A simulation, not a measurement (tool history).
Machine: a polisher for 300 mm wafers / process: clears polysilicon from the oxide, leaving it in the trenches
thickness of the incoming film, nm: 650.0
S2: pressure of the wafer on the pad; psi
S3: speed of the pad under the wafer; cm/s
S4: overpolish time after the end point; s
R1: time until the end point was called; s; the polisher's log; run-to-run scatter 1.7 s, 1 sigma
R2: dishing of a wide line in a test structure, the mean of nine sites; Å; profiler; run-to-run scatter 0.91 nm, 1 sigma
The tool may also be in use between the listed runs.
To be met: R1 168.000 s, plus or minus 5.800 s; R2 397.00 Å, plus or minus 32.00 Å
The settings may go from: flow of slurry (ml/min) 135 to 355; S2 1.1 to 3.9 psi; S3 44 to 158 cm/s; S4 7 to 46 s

run 1 day=0.000 | flow_of_slurry_(ml/min)=225 S2=2.5 S3=100 S4=24 | R1=56.559 R2=438.28
run 2 day=0.279 | flow_of_slurry_(ml/min)=220 S2=2.0 S3=82 S4=20 | R1=82.385 R2=404.91
run 3 day=0.538 | flow_of_slurry_(ml/min)=220 S2=2.0 S3=82 S4=12 | R1=84.607 R2=390.20
run 4 day=0.825 | flow_of_slurry_(ml/min)=215 S2=1.7 S3=70 S4=18 | R1=113.350 R2=414.68
run 5 day=1.092 | flow_of_slurry_(ml/min)=210 S2=1.5 S3=66 S4=15 | R1=136.370 R2=338.87
run 6 day=1.367 | flow_of_slurry_(ml/min)=245 S2=1.5 S3=66 S4=15 | R1=130.620 R2=346.21
run 7 day=1.558 | flow_of_slurry_(ml/min)=220 S2=1.4 S3=66 S4=20 | R1=143.610 R2=389.88
run 8 day=1.692 | flow_of_slurry_(ml/min)=210 S2=1.3 S3=66 S4=20 | R1=152.840 R2=379.19

Next run, 4 choices. One meets every target within its allowed miss, the rest don't. Which?
run A day=1.825 | flow_of_slurry_(ml/min)=195 S2=1.4 S3=70 S4=29 | R1=? R2=?
run B day=1.825 | flow_of_slurry_(ml/min)=210 S2=1.5 S3=68 S4=20 | R1=? R2=?
run C day=1.825 | flow_of_slurry_(ml/min)=255 S2=1.1 S3=90 S4=18 | R1=? R2=?
run D day=1.825 | flow_of_slurry_(ml/min)=140 S2=1.7 S3=50 S4=31 | R1=? R2=?

move=A R1=141.590 R2=418.76
move=B R1=135.120 R2=392.31
move=C R1=135.340 R2=380.55
move=D R1=169.990 R2=410.93
A: its largest miss is bigger than the last run's
B: its largest miss is bigger than the last run's
C: its largest miss is bigger than the last run's
D: each result inside its tolerance
Correct choice: D, which meets every target

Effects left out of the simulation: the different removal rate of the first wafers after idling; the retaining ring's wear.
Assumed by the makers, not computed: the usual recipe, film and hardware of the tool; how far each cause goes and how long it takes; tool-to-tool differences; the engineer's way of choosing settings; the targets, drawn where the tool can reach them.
